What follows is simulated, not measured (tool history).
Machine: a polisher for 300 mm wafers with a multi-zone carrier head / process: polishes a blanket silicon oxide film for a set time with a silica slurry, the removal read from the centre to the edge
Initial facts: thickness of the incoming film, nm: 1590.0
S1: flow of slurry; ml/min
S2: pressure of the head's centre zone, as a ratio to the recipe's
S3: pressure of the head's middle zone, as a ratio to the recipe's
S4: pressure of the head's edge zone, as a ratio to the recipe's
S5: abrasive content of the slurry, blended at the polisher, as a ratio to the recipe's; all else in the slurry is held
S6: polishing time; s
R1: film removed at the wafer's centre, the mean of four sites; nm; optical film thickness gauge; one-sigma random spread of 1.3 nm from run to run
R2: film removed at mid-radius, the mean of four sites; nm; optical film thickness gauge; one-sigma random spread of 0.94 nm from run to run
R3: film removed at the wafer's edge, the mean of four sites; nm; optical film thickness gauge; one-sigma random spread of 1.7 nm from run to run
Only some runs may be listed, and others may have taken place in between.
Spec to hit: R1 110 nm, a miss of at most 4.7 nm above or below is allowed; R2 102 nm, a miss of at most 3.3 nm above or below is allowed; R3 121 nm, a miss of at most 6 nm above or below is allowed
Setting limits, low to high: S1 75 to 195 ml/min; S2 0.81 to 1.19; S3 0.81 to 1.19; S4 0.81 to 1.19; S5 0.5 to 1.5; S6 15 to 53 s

run    day   S1    S2    S3    S4   S5  S6      R1      R2      R3
  1      0  125     1     1     1    1  34  144.27  139.45  143.19
  2  0.083  125     1     1     1  0.8  34   121.3  121.46  123.38
  3  0.417  120     1  0.98  1.01  0.8  34  123.33  117.03  118.33
  4  0.758  120  0.97  0.96  1.04  0.8  34  116.05  112.75  119.26
  5      1  115  0.96  0.95  1.06  0.8  34  112.52  111.72  122.23
  6  1.229  110  0.96  0.94  1.07  0.8  34  116.31  111.39  123.19
  7  1.592  110  0.95  0.93  1.07  0.8  34  111.48  108.36  121.77
  8  1.962  105  0.95  0.92  1.07  0.8  34  109.43  106.38  122.75
  9   2.05  105  0.95  0.91  1.07  0.8  34  110.04  107.13  122.06
 10  2.162  105  0.95   0.9  1.07  0.8  34  110.49  105.46  120.17

Next run, 5 choices. One meets every target within its allowed miss, the rest don't. Which?
  A  2.275   95  1.04  0.85  1.18   0.6  48   ?   ?   ?
  B  2.275  105  0.96  0.92  1.09   1.1  27   ?   ?   ?
  C  2.275   80  0.93   0.9  0.88     1  32   ?   ?   ?
  D  2.275  135  0.92  0.84  1.06  0.85  32   ?   ?   ?
  E  2.275   95  0.91  0.87  0.95   0.8  37   ?   ?   ?

move      R1      R2      R3
   A  122.49  99.267  127.91
   B  113.73  106.38  123.23
   C  115.92  110.87  122.22
   D  113.08  101.87  124.25
   E  114.46  108.26  125.05
A: the furthest-off result lands on target, but another misses its tolerance
B: the biggest miss grows against the last run
C: the biggest miss grows against the last run
D: each result inside its tolerance
E: the biggest miss grows against the last run
The move that meets every target is D.

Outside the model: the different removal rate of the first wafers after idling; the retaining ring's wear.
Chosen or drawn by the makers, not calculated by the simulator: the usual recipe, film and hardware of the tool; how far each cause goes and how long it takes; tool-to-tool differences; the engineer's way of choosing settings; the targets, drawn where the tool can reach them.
